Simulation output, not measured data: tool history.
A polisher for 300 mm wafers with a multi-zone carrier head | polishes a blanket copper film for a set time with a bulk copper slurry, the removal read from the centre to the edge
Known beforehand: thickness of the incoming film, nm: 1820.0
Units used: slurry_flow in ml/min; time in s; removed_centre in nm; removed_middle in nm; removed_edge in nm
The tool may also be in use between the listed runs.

run    day  slurry_flow  centre_zone  middle_zone  edge_zone  slurry_solids  time  removed_centre  removed_middle  removed_edge
  1  0.000          210         1.00         1.00       1.00            1.0    66          449.35          435.42        428.89
  2  0.025          210         1.00         1.03       1.00            1.0    66          435.24          447.53        434.50
  3  0.050          210         1.00         1.08       1.00            1.0    66          440.15          462.97        434.22
  4  0.362          205         1.03         1.03       1.00            1.0    66          449.85          446.31        421.24
  5  0.679          205         1.03         1.03       0.95            1.0    66          456.59          437.70        427.37
  6  0.833          205         1.03         0.97       0.95            1.0    66          450.07          415.84        425.31
  7  0.867          205         1.06         0.95       0.94            1.0    66          461.33          413.33        412.79
  8  1.029          205         1.06         0.95       0.94            1.0    66          468.53          419.56        420.33

Predict the results of run 9:
  9  1.112          200         1.07         0.92       0.92            1.0    66               ?               ?             ?

Run 9 yielded removed_centre 476.04 nm, removed_middle 398.65 nm, removed_edge 415.44 nm.
